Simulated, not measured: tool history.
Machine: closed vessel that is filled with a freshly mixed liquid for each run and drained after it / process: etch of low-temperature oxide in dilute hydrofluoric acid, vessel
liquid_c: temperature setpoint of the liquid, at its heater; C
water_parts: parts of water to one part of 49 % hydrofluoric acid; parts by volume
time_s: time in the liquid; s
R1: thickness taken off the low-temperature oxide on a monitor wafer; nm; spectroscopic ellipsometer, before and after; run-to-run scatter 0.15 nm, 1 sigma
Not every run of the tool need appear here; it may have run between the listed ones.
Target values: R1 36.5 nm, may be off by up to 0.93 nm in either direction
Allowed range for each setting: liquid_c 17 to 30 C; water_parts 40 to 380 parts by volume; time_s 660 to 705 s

Run 1, day 0: liquid_c 22 C, water_parts 210 parts by volume, time_s 660 s. Result: R1 37.663 nm.
Run 2, day 0.067: liquid_c 22 C, water_parts 165 parts by volume, time_s 660 s. Result: R1 50.04 nm.
Run 3, day 0.238: liquid_c 22 C, water_parts 95 parts by volume, time_s 660 s. Result: R1 94.996 nm.
Run 4, day 0.462: liquid_c 24 C, water_parts 95 parts by volume, time_s 660 s. Result: R1 103.7 nm.
Run 5, day 0.725: liquid_c 24 C, water_parts 95 parts by volume, time_s 660 s. Result: R1 102.77 nm.
Run 6, day 0.804: liquid_c 22 C, water_parts 120 parts by volume, time_s 660 s. Result: R1 72.938 nm.
At day 1.133: hydrofluoric acid flow meter replaced.
Run 7, day 1.133: liquid_c 20.5 C, water_parts 130 parts by volume, time_s 660 s. Result: R1 69.364 nm.
Run 8, day 1.488: liquid_c 19.5 C, water_parts 150 parts by volume, time_s 660 s. Result: R1 56.829 nm.
Run 9, day 1.871: liquid_c 19 C, water_parts 165 parts by volume, time_s 660 s. Result: R1 50.163 nm.
Run 10, day 1.908: liquid_c 18.5 C, water_parts 175 parts by volume, time_s 660 s. Result: R1 45.593 nm.
Run 11, day 2.275: liquid_c 18 C, water_parts 180 parts by volume, time_s 660 s. Result: R1 42.933 nm.
Run 12, day 2.525: liquid_c 18 C, water_parts 185 parts by volume, time_s 660 s. Result: R1 41.576 nm.
Run 13, day 2.904: liquid_c 18 C, water_parts 190 parts by volume, time_s 660 s. Result: R1 40.638 nm.
Run 14, day 3.15: liquid_c 18 C, water_parts 195 parts by volume, time_s 660 s. Result: R1 39.478 nm.

Of the 5 settings listed for the next run, only one would bring every result within its allowed miss of target. Which one?
Run A, day 3.396: liquid_c 20 C, water_parts 210 parts by volume, time_s 665 s. Result: R1 ?.
Run B, day 3.396: liquid_c 17 C, water_parts 175 parts by volume, time_s 660 s. Result: R1 ?.
Run C, day 3.396: liquid_c 17 C, water_parts 210 parts by volume, time_s 660 s. Result: R1 ?.
Run D, day 3.396: liquid_c 18.5 C, water_parts 200 parts by volume, time_s 665 s. Result: R1 ?.
Run E, day 3.396: liquid_c 20 C, water_parts 220 parts by volume, time_s 660 s. Result: R1 ?.

move      R1
   A  38.861
   B  42.521
   C  34.307
   D  38.867
   E  36.462
A: closer than the last run, but not yet in spec
B: moves away from the targets compared with the last run
C: the result that was furthest off in the last run now lies on the other side of its target
D: closer than the last run, but not yet in spec
E: all results in spec
Answer: E
